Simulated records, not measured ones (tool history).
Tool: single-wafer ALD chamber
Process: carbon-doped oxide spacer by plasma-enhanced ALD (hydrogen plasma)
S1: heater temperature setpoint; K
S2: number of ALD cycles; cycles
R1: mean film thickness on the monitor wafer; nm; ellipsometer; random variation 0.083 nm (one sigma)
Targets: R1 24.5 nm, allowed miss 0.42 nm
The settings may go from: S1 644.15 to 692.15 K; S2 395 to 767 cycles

{"run": 1, "hour": 0.0, "S1": 668.15, "S2": 581, "R1": 29.941}
{"run": 2, "hour": 4.2, "S1": 668.15, "S2": 555, "R1": 28.563}
{"run": 3, "hour": 6.0, "S1": 663.15, "S2": 555, "R1": 28.447}
{"run": 4, "hour": 6.7, "S1": 663.15, "S2": 512, "R1": 26.302}
{"run": 5, "hour": 11.6, "S1": 657.15, "S2": 512, "R1": 26.183}
{"run": 6, "hour": 20.4, "S1": 657.15, "S2": 504, "R1": 25.832}
{"run": 7, "hour": 22.9, "S1": 657.15, "S2": 498, "R1": 25.502}
{"run": 8, "hour": 28.8, "S1": 657.15, "S2": 498, "R1": 25.461}
{"run": 9, "hour": 36.3, "S1": 657.15, "S2": 493, "R1": 25.216}
{"run": 10, "hour": 40.0, "S1": 657.15, "S2": 490, "R1": 25.229}
{"run": 11, "hour": 41.7, "S1": 657.15, "S2": 486, "R1": 24.891}

4 next moves are on the table. One of them brings every result within its allowed miss. Which?
{"run": "A", "hour": 43.4, "S1": 646.15, "S2": 480, "R1": "?"}
{"run": "B", "hour": 43.4, "S1": 662.15, "S2": 492, "R1": "?"}
{"run": "C", "hour": 43.4, "S1": 663.15, "S2": 493, "R1": "?"}
{"run": "D", "hour": 43.4, "S1": 657.15, "S2": 499, "R1": "?"}

move=A R1=24.591
move=B R1=25.205
move=C R1=25.257
move=D R1=25.564
A: meets every target
B: further off than the last run
C: further off than the last run
D: further off than the last run
Answer: A
